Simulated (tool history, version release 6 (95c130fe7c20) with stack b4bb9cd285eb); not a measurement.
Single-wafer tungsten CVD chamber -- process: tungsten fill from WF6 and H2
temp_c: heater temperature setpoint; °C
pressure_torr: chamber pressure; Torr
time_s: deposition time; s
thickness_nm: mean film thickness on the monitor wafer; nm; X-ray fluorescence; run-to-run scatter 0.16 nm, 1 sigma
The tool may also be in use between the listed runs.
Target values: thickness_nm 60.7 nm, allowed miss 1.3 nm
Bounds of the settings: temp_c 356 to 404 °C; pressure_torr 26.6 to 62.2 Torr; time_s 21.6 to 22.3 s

run    day  temp_c  pressure_torr  time_s  thickness_nm
  1      0     380           44.4    21.6         44.25
  2  0.304     385           44.6    21.6        48.599
  3  0.479     389           44.8    21.6        52.499
  4  0.625     383           44.8    21.6        47.278
     0.925  -- thermocouple changed; heater temperature recalibrated
  5  0.925     383           44.8    21.6        51.542
  6  1.025     388             45    21.6         56.54
  7  1.292     389             45    21.6        57.212
  8  1.504     390             45    21.6        58.538

Which single option among these 5 for the next run brings every result within its allowed miss of target? Just one does.
  A  1.717     383           57.7    21.6             ?
  B  1.717     387           48.1    21.8             ?
  C  1.717     386             42    22.1             ?
  D  1.717     386           47.2    22.3             ?
  E  1.717     394           40.5    21.7             ?

move  thickness_nm
   A        57.454
   B        57.797
   C        54.524
   D        57.665
   E        60.502
A: moves away from the targets compared with the last run
B: moves away from the targets compared with the last run
C: moves away from the targets compared with the last run
D: moves away from the targets compared with the last run
E: each result inside its tolerance
The right move is E.

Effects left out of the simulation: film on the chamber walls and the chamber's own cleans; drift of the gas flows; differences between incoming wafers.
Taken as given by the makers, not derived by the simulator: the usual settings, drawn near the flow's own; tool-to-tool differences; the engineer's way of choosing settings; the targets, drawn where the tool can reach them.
